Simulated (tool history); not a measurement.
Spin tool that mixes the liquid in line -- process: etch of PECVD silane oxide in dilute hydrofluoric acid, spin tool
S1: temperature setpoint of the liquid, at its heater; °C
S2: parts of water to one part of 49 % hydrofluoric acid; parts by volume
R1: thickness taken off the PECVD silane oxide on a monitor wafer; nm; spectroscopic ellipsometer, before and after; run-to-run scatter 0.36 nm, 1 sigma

{"run": 1, "hour": 0.0, "S1": 25.0, "S2": 255, "time under the liquid (s)": 140, "R1": 19.563}
{"run": 2, "hour": 2.0, "S1": 26.0, "S2": 225, "time under the liquid (s)": 140, "R1": 23.276}
{"run": 3, "hour": 5.5, "S1": 22.5, "S2": 225, "time under the liquid (s)": 140, "R1": 20.603}
{"run": 4, "hour": 12.5, "S1": 22.5, "S2": 255, "time under the liquid (s)": 140, "R1": 17.835}
{"run": 5, "hour": 18.2, "S1": 24.0, "S2": 225, "time under the liquid (s)": 140, "R1": 22.265}
{"run": 6, "hour": 25.6, "S1": 24.0, "S2": 150, "time under the liquid (s)": 140, "R1": 35.776}
{"run": 7, "hour": 26.2, "S1": 25.5, "S2": 140, "time under the liquid (s)": 140, "R1": 41.075}
{"run": 8, "hour": 29.4, "S1": 25.5, "S2": 140, "time under the liquid (s)": 140, "R1": 41.013}
{"hour": 35.4, "done": "thermometer replaced"}
{"run": 9, "hour": 35.4, "S1": 29.5, "S2": 90, "time under the liquid (s)": 140, "R1": 81.327}
{"run": 10, "hour": 43.4, "S1": 29.0, "S2": 90, "time under the liquid (s)": 140, "R1": 80.055}

Predict the results of run 11:
{"run": 11, "hour": 47.3, "S1": 29.0, "S2": 90, "time under the liquid (s)": 140, "R1": "?"}

R1: 81.116 nm
